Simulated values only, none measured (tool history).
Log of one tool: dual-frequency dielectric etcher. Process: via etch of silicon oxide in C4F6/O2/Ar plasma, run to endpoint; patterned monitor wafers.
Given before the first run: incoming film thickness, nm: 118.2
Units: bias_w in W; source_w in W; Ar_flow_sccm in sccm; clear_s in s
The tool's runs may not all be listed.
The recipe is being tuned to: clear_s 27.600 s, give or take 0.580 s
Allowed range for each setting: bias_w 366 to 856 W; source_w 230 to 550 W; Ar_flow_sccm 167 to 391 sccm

run	hour	bias_w	source_w	Ar_flow_sccm	clear_s
1	0.0	611	390	279	22.125
2	5.0	708	390	279	21.279
3	10.5	800	390	279	20.194
4	15.3	728	390	279	20.781
5	20.9	728	440	279	19.649
6	23.7	641	390	285	22.010
7	28.0	519	320	297	25.950
8	33.9	519	320	297	26.356
9	38.7	501	320	297	26.699
10	40.6	501	320	297	26.678
11	42.8	488	320	297	26.842
12	45.1	478	320	297	27.025

Exactly one of the 5 candidate moves below puts every result within its allowed miss. Which one?
A	47.4	557	320	291	?
B	47.4	490	300	218	?
C	47.4	438	340	249	?
D	47.4	481	270	172	?
E	47.4	480	330	273	?

move	clear_s
A	25.423
B	26.351
C	25.974
D	27.148
E	25.999
A: further off than the last run
B: further off than the last run
C: further off than the last run
D: all results in spec
E: further off than the last run
Go with D: it meets all targets.

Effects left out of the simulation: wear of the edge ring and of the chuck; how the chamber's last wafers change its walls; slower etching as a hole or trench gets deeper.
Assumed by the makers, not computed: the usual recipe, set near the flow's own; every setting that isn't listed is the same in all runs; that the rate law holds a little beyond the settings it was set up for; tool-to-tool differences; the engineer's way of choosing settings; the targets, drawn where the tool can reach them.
